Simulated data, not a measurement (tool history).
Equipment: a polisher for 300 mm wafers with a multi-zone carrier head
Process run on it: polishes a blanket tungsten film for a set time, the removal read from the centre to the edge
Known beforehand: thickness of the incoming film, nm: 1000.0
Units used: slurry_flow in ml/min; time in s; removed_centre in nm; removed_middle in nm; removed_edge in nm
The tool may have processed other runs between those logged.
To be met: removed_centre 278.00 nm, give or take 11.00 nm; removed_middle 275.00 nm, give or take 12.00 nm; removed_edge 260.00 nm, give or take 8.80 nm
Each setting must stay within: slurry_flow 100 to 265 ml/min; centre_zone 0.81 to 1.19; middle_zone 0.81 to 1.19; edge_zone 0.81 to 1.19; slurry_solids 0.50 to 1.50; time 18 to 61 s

Run 1, hour 0.0: slurry_flow 170 ml/min, centre_zone 1.00, middle_zone 1.00, edge_zone 1.00, slurry_solids 1.00, time 39 s. Result: removed_centre 187.81 nm, removed_middle 198.42 nm, removed_edge 191.51 nm.
Run 2, hour 6.3: slurry_flow 180 ml/min, centre_zone 1.04, middle_zone 1.02, edge_zone 1.03, slurry_solids 1.15, time 40 s. Result: removed_centre 211.48 nm, removed_middle 218.50 nm, removed_edge 210.85 nm.
Run 3, hour 9.3: slurry_flow 180 ml/min, centre_zone 1.04, middle_zone 1.02, edge_zone 1.03, slurry_solids 1.25, time 40 s. Result: removed_centre 212.12 nm, removed_middle 223.32 nm, removed_edge 214.69 nm.
Run 4, hour 16.3: slurry_flow 180 ml/min, centre_zone 1.04, middle_zone 1.02, edge_zone 1.03, slurry_solids 1.25, time 44 s. Result: removed_centre 241.96 nm, removed_middle 242.93 nm, removed_edge 242.16 nm.
Run 5, hour 25.1: slurry_flow 195 ml/min, centre_zone 1.06, middle_zone 1.04, edge_zone 1.04, slurry_solids 1.25, time 44 s. Result: removed_centre 250.56 nm, removed_middle 253.58 nm, removed_edge 240.83 nm.
Run 6, hour 31.9: slurry_flow 205 ml/min, centre_zone 1.07, middle_zone 1.04, edge_zone 1.06, slurry_solids 1.30, time 44 s. Result: removed_centre 247.28 nm, removed_middle 256.02 nm, removed_edge 248.64 nm.
Run 7, hour 37.2: slurry_flow 205 ml/min, centre_zone 1.07, middle_zone 1.04, edge_zone 1.06, slurry_solids 1.30, time 44 s. Result: removed_centre 253.88 nm, removed_middle 254.56 nm, removed_edge 247.40 nm.
Run 8, hour 41.3: slurry_flow 205 ml/min, centre_zone 1.08, middle_zone 1.05, edge_zone 1.07, slurry_solids 1.35, time 44 s. Result: removed_centre 262.92 nm, removed_middle 263.21 nm, removed_edge 248.09 nm.
Run 9, hour 48.3: slurry_flow 210 ml/min, centre_zone 1.08, middle_zone 1.05, edge_zone 1.08, slurry_solids 1.40, time 44 s. Result: removed_centre 261.22 nm, removed_middle 265.97 nm, removed_edge 255.96 nm.
Run 10, hour 50.3: slurry_flow 215 ml/min, centre_zone 1.09, middle_zone 1.05, edge_zone 1.08, slurry_solids 1.40, time 44 s. Result: removed_centre 268.07 nm, removed_middle 270.79 nm, removed_edge 257.50 nm.

Pick the move, out of 5, that brings all results within their allowed miss; only one does.
Run A, hour 52.3: slurry_flow 180 ml/min, centre_zone 1.10, middle_zone 1.04, edge_zone 1.03, slurry_solids 1.35, time 47 s. Result: removed_centre ?, removed_middle ?, removed_edge ?.
Run B, hour 52.3: slurry_flow 245 ml/min, centre_zone 1.01, middle_zone 1.00, edge_zone 0.99, slurry_solids 1.45, time 43 s. Result: removed_centre ?, removed_middle ?, removed_edge ?.
Run C, hour 52.3: slurry_flow 215 ml/min, centre_zone 1.05, middle_zone 1.05, edge_zone 1.10, slurry_solids 1.35, time 45 s. Result: removed_centre ?, removed_middle ?, removed_edge ?.
Run D, hour 52.3: slurry_flow 190 ml/min, centre_zone 1.09, middle_zone 1.03, edge_zone 1.07, slurry_solids 1.35, time 43 s. Result: removed_centre ?, removed_middle ?, removed_edge ?.
Run E, hour 52.3: slurry_flow 175 ml/min, centre_zone 1.12, middle_zone 1.13, edge_zone 1.02, slurry_solids 1.45, time 43 s. Result: removed_centre ?, removed_middle ?, removed_edge ?.

move  removed_centre  removed_middle  removed_edge
   A          271.90          277.50        261.78
   B          242.36          259.80        246.81
   C          254.11          273.30        262.00
   D          248.20          253.38        244.79
   E          258.17          277.71        242.94
A: every result lands within tolerance
B: misses by more than the last run did
C: misses by more than the last run did
D: misses by more than the last run did
E: misses by more than the last run did
Go with A: it meets all targets.
